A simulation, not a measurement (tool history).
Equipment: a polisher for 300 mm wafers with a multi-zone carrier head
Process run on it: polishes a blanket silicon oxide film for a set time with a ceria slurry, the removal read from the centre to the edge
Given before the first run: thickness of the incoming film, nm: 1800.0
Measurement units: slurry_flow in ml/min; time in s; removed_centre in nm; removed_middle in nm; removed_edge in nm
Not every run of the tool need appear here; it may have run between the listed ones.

| run | hour | slurry_flow | centre_zone | middle_zone | edge_zone | time | removed_centre | removed_middle | removed_edge |
|---|---|---|---|---|---|---|---|---|---|
| 1 | 0.0 | 160 | 1.00 | 1.00 | 1.00 | 42 | 173.69 | 185.56 | 180.02 |
| 2 | 7.6 | 160 | 1.00 | 0.94 | 1.00 | 42 | 173.52 | 176.92 | 181.74 |
| 3 | 12.9 | 175 | 1.01 | 0.94 | 1.05 | 45 | 192.69 | 194.45 | 203.52 |
| 4 | 17.4 | 175 | 0.96 | 0.94 | 1.05 | 45 | 186.98 | 194.98 | 202.71 |
| 5 | 20.9 | 190 | 0.98 | 0.94 | 1.09 | 47 | 200.18 | 199.87 | 216.32 |
| 6 | 21.6 | 190 | 0.98 | 0.94 | 1.02 | 47 | 200.48 | 205.64 | 211.01 |

Run 7, settings as shown, results not yet in. Your forecast:
| 7 | 25.2 | 195 | 0.99 | 0.94 | 1.06 | 49 | ? | ? | ? |

{"run 7": {"removed_centre": 210.33, "removed_middle": 214.86, "removed_edge": 219.88}}
